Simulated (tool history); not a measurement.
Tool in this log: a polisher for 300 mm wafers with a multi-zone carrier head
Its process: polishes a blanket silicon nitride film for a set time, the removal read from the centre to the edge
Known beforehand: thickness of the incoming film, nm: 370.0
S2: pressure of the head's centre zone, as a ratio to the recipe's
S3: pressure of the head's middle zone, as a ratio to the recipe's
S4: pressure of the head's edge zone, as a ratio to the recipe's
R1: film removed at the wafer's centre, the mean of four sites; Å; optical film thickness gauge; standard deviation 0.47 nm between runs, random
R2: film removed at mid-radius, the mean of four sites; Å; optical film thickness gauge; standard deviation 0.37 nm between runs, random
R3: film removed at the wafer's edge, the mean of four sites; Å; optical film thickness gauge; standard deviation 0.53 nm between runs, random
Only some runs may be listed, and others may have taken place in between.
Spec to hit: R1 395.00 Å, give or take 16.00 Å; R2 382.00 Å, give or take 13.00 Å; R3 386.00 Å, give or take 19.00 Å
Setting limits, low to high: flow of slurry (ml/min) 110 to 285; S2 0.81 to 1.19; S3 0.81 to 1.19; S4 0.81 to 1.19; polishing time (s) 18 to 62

Run 1, hour 0.0: flow of slurry (ml/min) 180, S2 1.00, S3 1.00, S4 1.00, polishing time (s) 40. Result: R1 673.09 Å, R2 688.49 Å, R3 665.07 Å.
Run 2, hour 7.8: flow of slurry (ml/min) 180, S2 0.96, S3 1.00, S4 1.00, polishing time (s) 40. Result: R1 652.26 Å, R2 672.30 Å, R3 682.55 Å.
Run 3, hour 15.2: flow of slurry (ml/min) 175, S2 0.96, S3 0.99, S4 0.98, polishing time (s) 36. Result: R1 587.94 Å, R2 606.48 Å, R3 602.11 Å.
Run 4, hour 24.0: flow of slurry (ml/min) 170, S2 0.96, S3 0.97, S4 0.96, polishing time (s) 33. Result: R1 531.34 Å, R2 544.85 Å, R3 535.87 Å.
Run 5, hour 26.7: flow of slurry (ml/min) 165, S2 0.95, S3 0.94, S4 0.94, polishing time (s) 31. Result: R1 501.58 Å, R2 487.81 Å, R3 501.16 Å.
Run 6, hour 27.3: flow of slurry (ml/min) 165, S2 0.95, S3 0.94, S4 0.94, polishing time (s) 37. Result: R1 582.84 Å, R2 574.40 Å, R3 606.53 Å.
Run 7, hour 36.0: flow of slurry (ml/min) 165, S2 0.95, S3 0.94, S4 0.93, polishing time (s) 34. Result: R1 539.21 Å, R2 539.88 Å, R3 543.71 Å.
Run 8, hour 40.0: flow of slurry (ml/min) 165, S2 0.94, S3 0.93, S4 0.91, polishing time (s) 32. Result: R1 494.00 Å, R2 500.35 Å, R3 518.16 Å.
Run 9, hour 43.1: flow of slurry (ml/min) 160, S2 0.95, S3 0.92, S4 0.90, polishing time (s) 30. Result: R1 464.44 Å, R2 462.13 Å, R3 470.42 Å.
Run 10, hour 46.4: flow of slurry (ml/min) 155, S2 0.95, S3 0.91, S4 0.88, polishing time (s) 29. Result: R1 451.83 Å, R2 448.02 Å, R3 454.53 Å.
Run 11, hour 50.8: flow of slurry (ml/min) 150, S2 0.95, S3 0.90, S4 0.87, polishing time (s) 28. Result: R1 432.14 Å, R2 422.61 Å, R3 433.57 Å.
Run 12, hour 59.1: flow of slurry (ml/min) 145, S2 0.95, S3 0.90, S4 0.86, polishing time (s) 28. Result: R1 434.19 Å, R2 419.07 Å, R3 431.20 Å.
Run 13, hour 62.7: flow of slurry (ml/min) 140, S2 0.94, S3 0.90, S4 0.81, polishing time (s) 24. Result: R1 357.76 Å, R2 359.85 Å, R3 357.78 Å.
Run 14, hour 64.4: flow of slurry (ml/min) 150, S2 0.94, S3 0.90, S4 0.82, polishing time (s) 24. Result: R1 371.86 Å, R2 365.76 Å, R3 357.23 Å.
Run 15, hour 68.7: flow of slurry (ml/min) 150, S2 0.94, S3 0.90, S4 0.83, polishing time (s) 24. Result: R1 367.29 Å, R2 361.31 Å, R3 360.82 Å.
Run 16, hour 70.1: flow of slurry (ml/min) 150, S2 0.94, S3 0.90, S4 0.84, polishing time (s) 24. Result: R1 361.83 Å, R2 364.06 Å, R3 371.12 Å.
Run 17, hour 74.2: flow of slurry (ml/min) 155, S2 0.95, S3 0.90, S4 0.85, polishing time (s) 24. Result: R1 379.92 Å, R2 363.18 Å, R3 368.19 Å.
Run 18, hour 75.4: flow of slurry (ml/min) 155, S2 0.95, S3 0.91, S4 0.86, polishing time (s) 24. Result: R1 373.97 Å, R2 370.32 Å, R3 371.19 Å.
Run 19, hour 81.6: flow of slurry (ml/min) 155, S2 0.96, S3 0.91, S4 0.87, polishing time (s) 24. Result: R1 378.75 Å, R2 372.75 Å, R3 378.55 Å.

Consider the 4 candidate settings below. Which is the only one whose results all fall within their allowed miss of target?
Run A, hour 87.8: flow of slurry (ml/min) 170, S2 1.01, S3 0.82, S4 0.83, polishing time (s) 25. Result: R1 ?, R2 ?, R3 ?.
Run B, hour 87.8: flow of slurry (ml/min) 125, S2 0.98, S3 0.91, S4 0.85, polishing time (s) 26. Result: R1 ?, R2 ?, R3 ?.
Run C, hour 87.8: flow of slurry (ml/min) 140, S2 1.02, S3 0.91, S4 0.94, polishing time (s) 24. Result: R1 ?, R2 ?, R3 ?.
Run D, hour 87.8: flow of slurry (ml/min) 125, S2 0.92, S3 0.84, S4 0.86, polishing time (s) 25. Result: R1 ?, R2 ?, R3 ?.

move      R1      R2      R3
   A  418.59  358.05  384.28
   B  390.54  374.03  383.96
   C  387.77  355.19  378.69
   D  352.20  339.80  371.44
A: takes the result that was furthest off past its target
B: every result lands within tolerance
C: gets the furthest-off result to its target, but another result is out of tolerance
D: its largest miss is bigger than the last run's
So the answer is move B, the one that meets all the targets.
